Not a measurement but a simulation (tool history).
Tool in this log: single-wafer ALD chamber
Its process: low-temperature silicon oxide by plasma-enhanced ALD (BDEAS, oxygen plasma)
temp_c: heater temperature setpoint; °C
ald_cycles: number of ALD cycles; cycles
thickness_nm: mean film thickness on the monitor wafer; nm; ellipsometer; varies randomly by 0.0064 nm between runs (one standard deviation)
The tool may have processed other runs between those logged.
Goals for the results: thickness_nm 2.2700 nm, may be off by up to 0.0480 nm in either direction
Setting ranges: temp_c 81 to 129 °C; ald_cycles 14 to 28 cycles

run 1 day=0.000 | temp_c=105 ald_cycles=21 | thickness_nm=2.9143
run 2 day=0.046 | temp_c=114 ald_cycles=21 | thickness_nm=2.8820
run 3 day=0.329 | temp_c=114 ald_cycles=19 | thickness_nm=2.6053
run 4 day=0.358 | temp_c=115 ald_cycles=17 | thickness_nm=2.3207
run 5 day=0.483 | temp_c=115 ald_cycles=18 | thickness_nm=2.4619
run 6 day=0.825 | temp_c=110 ald_cycles=18 | thickness_nm=2.4764
run 7 day=1.171 | temp_c=111 ald_cycles=17 | thickness_nm=2.3385
run 8 day=1.396 | temp_c=111 ald_cycles=16 | thickness_nm=2.1991
run 9 day=1.538 | temp_c=111 ald_cycles=17 | thickness_nm=2.3283
run 10 day=1.817 | temp_c=112 ald_cycles=17 | thickness_nm=2.3410
run 11 day=2.179 | temp_c=112 ald_cycles=16 | thickness_nm=2.1863
run 12 day=2.317 | temp_c=112 ald_cycles=17 | thickness_nm=2.3408
run 13 day=2.467 | temp_c=112 ald_cycles=16 | thickness_nm=2.1928
run 14 day=2.729 | temp_c=112 ald_cycles=17 | thickness_nm=2.3477

Below are 4 possible settings for the next run. Only one of them brings all results inside the allowed miss of their targets. Which is it?
run A day=2.992 | temp_c=83 ald_cycles=16 | thickness_nm=?
run B day=2.992 | temp_c=99 ald_cycles=17 | thickness_nm=?
run C day=2.992 | temp_c=110 ald_cycles=17 | thickness_nm=?
run D day=2.992 | temp_c=128 ald_cycles=17 | thickness_nm=?

move=A thickness_nm=2.4241
move=B thickness_nm=2.4175
move=C thickness_nm=2.3551
move=D thickness_nm=2.2662
A: the biggest miss grows against the last run
B: the biggest miss grows against the last run
C: the biggest miss grows against the last run
D: all results land within tolerance of their targets
D is the move that brings every result within its allowed miss.
